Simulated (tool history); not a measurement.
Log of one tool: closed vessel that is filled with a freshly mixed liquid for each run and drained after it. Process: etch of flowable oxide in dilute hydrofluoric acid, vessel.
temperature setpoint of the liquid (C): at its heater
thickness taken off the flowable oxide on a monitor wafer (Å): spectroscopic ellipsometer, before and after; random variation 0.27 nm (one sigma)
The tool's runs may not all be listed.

run    day  temperature setpoint of the liquid (C)  parts of water to one part of 49 % hydrofluoric acid (parts by volume)  time in the liquid (s)  thickness taken off the flowable oxide on a monitor wafer (Å)
  1      0                                      22                                                                      60                     140                                                         465.46
  2  0.338                                      23                                                                      60                     140                                                         485.78
  3  0.412                                      23                                                                      50                     140                                                         588.16
  4  0.704                                    22.5                                                                      50                     140                                                         577.34
  5  0.975                                    22.5                                                                      50                     150                                                         620.72
  6  1.138                                    22.5                                                                      40                     150                                                         790.22
  7  1.371                                      21                                                                      40                     150                                                         739.34
  8  1.538                                      20                                                                      40                     150                                                         707.08
  9    1.8                                    19.5                                                                      40                     150                                                         696.38
 10  1.921                                      19                                                                      40                     150                                                          679.7
 11  2.246                                      17                                                                      50                     150                                                          494.4
 12  2.417                                    17.5                                                                      50                     150                                                          500.3
 13  2.788                                      18                                                                      50                     150                                                         508.32

Forecast run 14:
 14  3.092                                    18.5                                                                      50                     150                                                              ?

thickness taken off the flowable oxide on a monitor wafer (Å): 522.13
